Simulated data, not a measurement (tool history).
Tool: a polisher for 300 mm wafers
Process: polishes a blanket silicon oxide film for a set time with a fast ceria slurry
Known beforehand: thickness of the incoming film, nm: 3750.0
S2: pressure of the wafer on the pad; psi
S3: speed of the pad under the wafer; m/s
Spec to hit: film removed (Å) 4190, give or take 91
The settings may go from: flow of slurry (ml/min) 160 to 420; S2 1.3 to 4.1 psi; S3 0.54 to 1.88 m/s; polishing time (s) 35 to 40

Run 1, hour 0: flow of slurry (ml/min) 270, S2 2.7 psi, S3 1.2 m/s, polishing time (s) 40. Result: film removed (Å) 7226.8.
Run 2, hour 4.6: flow of slurry (ml/min) 265, S2 2.4 psi, S3 1.2 m/s, polishing time (s) 40. Result: film removed (Å) 6689.6.
Run 3, hour 10.8: flow of slurry (ml/min) 265, S2 2.4 psi, S3 1.34 m/s, polishing time (s) 40. Result: film removed (Å) 7440.3.
Run 4, hour 17.1: flow of slurry (ml/min) 265, S2 2.4 psi, S3 1.04 m/s, polishing time (s) 40. Result: film removed (Å) 5856.1.
Run 5, hour 18.8: flow of slurry (ml/min) 265, S2 2.2 psi, S3 1.04 m/s, polishing time (s) 40. Result: film removed (Å) 5435.
Run 6, hour 26.6: flow of slurry (ml/min) 265, S2 2.2 psi, S3 1.04 m/s, polishing time (s) 40. Result: film removed (Å) 5432.4.
Run 7, hour 32: flow of slurry (ml/min) 265, S2 2 psi, S3 1.04 m/s, polishing time (s) 40. Result: film removed (Å) 5114.4.
Run 8, hour 35.7: flow of slurry (ml/min) 265, S2 1.9 psi, S3 1.04 m/s, polishing time (s) 40. Result: film removed (Å) 4990.6.
Run 9, hour 40.1: flow of slurry (ml/min) 260, S2 1.8 psi, S3 1.04 m/s, polishing time (s) 40. Result: film removed (Å) 4784.3.
Run 10, hour 45.2: flow of slurry (ml/min) 255, S2 1.7 psi, S3 1.04 m/s, polishing time (s) 40. Result: film removed (Å) 4564.9.
Run 11, hour 52.9: flow of slurry (ml/min) 245, S2 1.7 psi, S3 1.04 m/s, polishing time (s) 40. Result: film removed (Å) 4551.6.
Run 12, hour 54.1: flow of slurry (ml/min) 235, S2 1.7 psi, S3 1.04 m/s, polishing time (s) 40. Result: film removed (Å) 4514.1.
Run 13, hour 54.6: flow of slurry (ml/min) 225, S2 1.7 psi, S3 1.04 m/s, polishing time (s) 40. Result: film removed (Å) 4489.4.
Run 14, hour 56.5: flow of slurry (ml/min) 215, S2 1.7 psi, S3 1.04 m/s, polishing time (s) 40. Result: film removed (Å) 4495.9.

Which single option among these 4 for the next run brings every result within its allowed miss of target? Just one does.
Run A, hour 58.4: flow of slurry (ml/min) 160, S2 1.8 psi, S3 1.2 m/s, polishing time (s) 37. Result: film removed (Å) ?.
Run B, hour 58.4: flow of slurry (ml/min) 275, S2 2 psi, S3 0.92 m/s, polishing time (s) 39. Result: film removed (Å) ?.
Run C, hour 58.4: flow of slurry (ml/min) 290, S2 1.5 psi, S3 1.04 m/s, polishing time (s) 39. Result: film removed (Å) ?.
Run D, hour 58.4: flow of slurry (ml/min) 165, S2 2.8 psi, S3 0.88 m/s, polishing time (s) 39. Result: film removed (Å) ?.

move  film removed (Å)
   A            4646.4
   B            4410.6
   C            4145.2
   D              4982
A: the biggest miss grows against the last run
B: gains on the last run, yet a result remains outside its allowed miss
C: every result within its allowed miss
D: the biggest miss grows against the last run
Go with C: it meets all targets.
